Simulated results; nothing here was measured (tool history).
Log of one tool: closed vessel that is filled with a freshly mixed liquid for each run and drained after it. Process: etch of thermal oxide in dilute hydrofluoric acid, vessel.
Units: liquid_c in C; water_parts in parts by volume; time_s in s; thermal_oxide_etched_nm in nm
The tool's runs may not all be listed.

| run | hour | liquid_c | water_parts | time_s | thermal_oxide_etched_nm |
|---|---|---|---|---|---|
| 1 | 0.0 | 25.0 | 215 | 560 | 12.166 |
| 2 | 7.2 | 24.0 | 220 | 560 | 11.523 |
| 3 | 13.1 | 23.5 | 225 | 560 | 11.086 |
| 4 | 14.9 | 23.5 | 180 | 560 | 14.280 |
| 5 | 22.2 | 23.0 | 190 | 560 | 13.090 |
| 6 | 25.1 | 23.0 | 190 | 600 | 14.139 |
| 7 | 32.4 | 22.5 | 195 | 600 | 13.377 |

The next listed run, before its measurement:
| 8 | 38.5 | 22.0 | 200 | 600 | ? |

{"run 8": {"thermal_oxide_etched_nm": 12.89}}
